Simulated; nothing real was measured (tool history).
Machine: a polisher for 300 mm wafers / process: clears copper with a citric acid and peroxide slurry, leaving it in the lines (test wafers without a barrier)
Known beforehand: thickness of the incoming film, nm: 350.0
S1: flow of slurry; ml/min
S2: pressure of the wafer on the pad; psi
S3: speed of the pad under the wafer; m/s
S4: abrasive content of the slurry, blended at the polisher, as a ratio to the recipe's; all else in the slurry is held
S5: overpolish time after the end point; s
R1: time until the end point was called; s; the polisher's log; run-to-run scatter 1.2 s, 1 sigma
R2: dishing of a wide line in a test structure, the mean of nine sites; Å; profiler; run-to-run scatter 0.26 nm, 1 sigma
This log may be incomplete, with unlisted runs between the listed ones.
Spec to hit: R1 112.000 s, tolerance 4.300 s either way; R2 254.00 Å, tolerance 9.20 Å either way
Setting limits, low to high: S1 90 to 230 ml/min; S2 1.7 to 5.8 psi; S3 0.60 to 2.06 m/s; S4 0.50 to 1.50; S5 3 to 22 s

run  hour   S1   S2    S3    S4  S5       R1      R2
  1   0.0  150  3.7  1.32  1.00  11   79.154  320.87
  2   6.3  145  3.5  1.32  1.00  11   82.212  312.94
  3  10.9  145  3.3  1.32  1.00  11   89.569  288.24
  4  12.4  145  3.2  1.32  1.00  11   91.114  285.81
  5  20.3  145  3.2  1.32  1.15  11   87.168  293.52
  6  25.0  145  3.1  1.32  1.15  11   91.048  282.61
  7  27.9  145  3.0  1.32  1.15  11   93.583  280.81
  8  33.9  145  2.9  1.32  1.15  11   97.205  270.60
  9  34.9  145  2.8  1.32  1.15  11  101.140  263.64
 10  38.1  140  2.6  1.32  1.15  11  107.510  239.30
 11  41.0  140  2.6  1.32  1.15  11  109.190  238.84
 12  42.1  140  2.6  1.32  1.15  12  107.790  264.64

4 candidate next runs follow, results not yet known. Just one meets every target within its allowed miss. Identify it.
  A  43.2  160  2.2  1.62  1.10  12   ?   ?
  B  43.2  125  2.4  1.40  1.15  12   ?   ?
  C  43.2   90  3.1  1.20  1.15  13   ?   ?
  D  43.2  150  2.6  1.24  1.15  13   ?   ?

move       R1      R2
   A  104.080  273.21
   B  113.140  255.18
   C  108.470  285.67
   D  114.680  270.96
A: lands further from the targets than the last run did
B: meets every target
C: lands further from the targets than the last run did
D: lands further from the targets than the last run did
Answer: B
